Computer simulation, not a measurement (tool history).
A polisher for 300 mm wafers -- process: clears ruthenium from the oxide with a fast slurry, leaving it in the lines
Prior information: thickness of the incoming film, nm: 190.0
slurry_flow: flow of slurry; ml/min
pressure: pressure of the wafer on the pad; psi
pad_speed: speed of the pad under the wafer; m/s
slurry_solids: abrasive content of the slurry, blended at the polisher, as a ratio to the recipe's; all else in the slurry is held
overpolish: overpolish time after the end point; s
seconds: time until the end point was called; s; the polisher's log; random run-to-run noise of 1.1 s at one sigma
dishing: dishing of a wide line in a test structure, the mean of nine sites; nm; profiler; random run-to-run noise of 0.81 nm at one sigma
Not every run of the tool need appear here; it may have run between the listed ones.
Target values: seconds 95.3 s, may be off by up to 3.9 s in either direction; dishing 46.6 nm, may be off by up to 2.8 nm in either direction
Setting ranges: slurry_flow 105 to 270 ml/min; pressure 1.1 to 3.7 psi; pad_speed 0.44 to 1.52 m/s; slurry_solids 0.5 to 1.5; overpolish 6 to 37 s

{"run": 1, "hour": 0.0, "slurry_flow": 175, "pressure": 2.4, "pad_speed": 0.98, "slurry_solids": 1, "overpolish": 19, "seconds": 57.497, "dishing": 46.753}
{"run": 2, "hour": 0.6, "slurry_flow": 170, "pressure": 2, "pad_speed": 0.98, "slurry_solids": 1, "overpolish": 22, "seconds": 67.609, "dishing": 43.97}
{"run": 3, "hour": 6.2, "slurry_flow": 150, "pressure": 2, "pad_speed": 0.98, "slurry_solids": 1, "overpolish": 22, "seconds": 70.084, "dishing": 43.95}
{"run": 4, "hour": 9.3, "slurry_flow": 145, "pressure": 1.8, "pad_speed": 0.96, "slurry_solids": 1, "overpolish": 25, "seconds": 79.901, "dishing": 43.95}
{"run": 5, "hour": 11.3, "slurry_flow": 175, "pressure": 1.8, "pad_speed": 0.96, "slurry_solids": 1, "overpolish": 25, "seconds": 75.383, "dishing": 44.645}
{"run": 6, "hour": 19.0, "slurry_flow": 175, "pressure": 1.8, "pad_speed": 0.96, "slurry_solids": 1, "overpolish": 22, "seconds": 79.654, "dishing": 41.412}
{"run": 7, "hour": 25.0, "slurry_flow": 175, "pressure": 1.6, "pad_speed": 0.96, "slurry_solids": 1, "overpolish": 25, "seconds": 84.733, "dishing": 41.378}
{"run": 8, "hour": 32.2, "slurry_flow": 160, "pressure": 1.3, "pad_speed": 0.92, "slurry_solids": 1, "overpolish": 34, "seconds": 112.23, "dishing": 41.76}
{"run": 9, "hour": 40.9, "slurry_flow": 170, "pressure": 1.4, "pad_speed": 0.92, "slurry_solids": 1, "overpolish": 34, "seconds": 103.05, "dishing": 45.166}
{"run": 10, "hour": 42.6, "slurry_flow": 175, "pressure": 1.4, "pad_speed": 0.92, "slurry_solids": 1, "overpolish": 34, "seconds": 101.47, "dishing": 46.458}
{"run": 11, "hour": 50.3, "slurry_flow": 175, "pressure": 1.4, "pad_speed": 0.92, "slurry_solids": 1, "overpolish": 34, "seconds": 103.52, "dishing": 45.477}
{"run": 12, "hour": 55.5, "slurry_flow": 180, "pressure": 1.4, "pad_speed": 0.92, "slurry_solids": 1, "overpolish": 33, "seconds": 103.73, "dishing": 45.355}
{"run": 13, "hour": 58.9, "slurry_flow": 190, "pressure": 1.6, "pad_speed": 0.92, "slurry_solids": 1, "overpolish": 32, "seconds": 88.384, "dishing": 47.011}
{"run": 14, "hour": 59.7, "slurry_flow": 185, "pressure": 1.6, "pad_speed": 0.92, "slurry_solids": 1, "overpolish": 32, "seconds": 91.058, "dishing": 48.155}
{"run": 15, "hour": 62.1, "slurry_flow": 180, "pressure": 1.6, "pad_speed": 0.92, "slurry_solids": 1, "overpolish": 32, "seconds": 89.258, "dishing": 46.622}
{"run": 16, "hour": 68.2, "slurry_flow": 175, "pressure": 1.6, "pad_speed": 0.92, "slurry_solids": 1, "overpolish": 33, "seconds": 89.878, "dishing": 47.807}
{"run": 17, "hour": 70.6, "slurry_flow": 170, "pressure": 1.6, "pad_speed": 0.92, "slurry_solids": 1, "overpolish": 33, "seconds": 88.934, "dishing": 48.36}

Below are 5 possible settings for the next run. Only one of them brings all results inside the allowed miss of their targets. Which is it?
{"run": "A", "hour": 73.0, "slurry_flow": 170, "pressure": 1.6, "pad_speed": 0.8, "slurry_solids": 0.95, "overpolish": 31, "seconds": "?", "dishing": "?"}
{"run": "B", "hour": 73.0, "slurry_flow": 155, "pressure": 1.7, "pad_speed": 0.82, "slurry_solids": 1.1, "overpolish": 33, "seconds": "?", "dishing": "?"}
{"run": "C", "hour": 73.0, "slurry_flow": 155, "pressure": 1.6, "pad_speed": 0.94, "slurry_solids": 1, "overpolish": 25, "seconds": "?", "dishing": "?"}
{"run": "D", "hour": 73.0, "slurry_flow": 145, "pressure": 1.7, "pad_speed": 0.9, "slurry_solids": 1.05, "overpolish": 26, "seconds": "?", "dishing": "?"}
{"run": "E", "hour": 73.0, "slurry_flow": 180, "pressure": 1.8, "pad_speed": 0.86, "slurry_solids": 1, "overpolish": 30, "seconds": "?", "dishing": "?"}

move=A seconds=106.24 dishing=40.825
move=B seconds=94.054 dishing=46.238
move=C seconds=90.459 dishing=39.286
move=D seconds=88.405 dishing=41.051
move=E seconds=86.108 dishing=46.027
A: takes the result that was furthest off past its target
B: each result inside its tolerance
C: lands further from the targets than the last run did
D: lands further from the targets than the last run did
E: lands further from the targets than the last run did
B is the move that brings every result within its allowed miss.

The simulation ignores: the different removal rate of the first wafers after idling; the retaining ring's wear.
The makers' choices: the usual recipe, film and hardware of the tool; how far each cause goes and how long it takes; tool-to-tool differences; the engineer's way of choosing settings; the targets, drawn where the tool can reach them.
